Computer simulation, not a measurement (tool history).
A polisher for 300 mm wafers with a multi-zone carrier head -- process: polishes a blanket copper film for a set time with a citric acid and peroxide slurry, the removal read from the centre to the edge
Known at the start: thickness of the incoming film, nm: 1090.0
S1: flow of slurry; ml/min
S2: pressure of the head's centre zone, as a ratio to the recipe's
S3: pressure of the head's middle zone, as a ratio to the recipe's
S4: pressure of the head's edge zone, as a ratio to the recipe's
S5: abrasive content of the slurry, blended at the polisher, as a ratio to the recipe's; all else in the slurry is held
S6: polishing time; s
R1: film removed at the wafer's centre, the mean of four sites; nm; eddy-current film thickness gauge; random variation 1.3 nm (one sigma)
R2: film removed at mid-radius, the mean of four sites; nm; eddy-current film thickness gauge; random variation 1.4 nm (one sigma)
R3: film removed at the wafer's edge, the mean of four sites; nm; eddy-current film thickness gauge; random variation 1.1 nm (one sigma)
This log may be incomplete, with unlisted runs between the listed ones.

run  hour   S1    S2    S3    S4    S5  S6       R1       R2       R3
  1   0.0  140  1.00  1.00  1.00  1.00  45  109.340  105.490  104.520
  2   1.1  160  1.00  1.00  1.00  1.00  45  112.980  106.210  104.550
  3   5.9  160  1.00  1.00  0.96  1.00  45  111.750  106.740  103.880
  4  13.7  160  1.00  0.94  0.96  1.00  45  111.950  102.080  104.850
  5  20.9  140  1.00  0.94  0.96  1.00  45  107.040  100.050  100.980
  6  25.0  140  1.00  0.94  0.96  1.00  41   97.347   90.548   93.528
  7  29.9  145  1.00  0.95  0.98  1.05  42  103.970   96.596   98.584

Forecast run 8:
  8  36.1  150  1.00  0.96  1.00  1.10  43   ?   ?   ?

Logged for run 8: R1 106.090 nm, R2 99.524 nm, R3 102.040 nm.
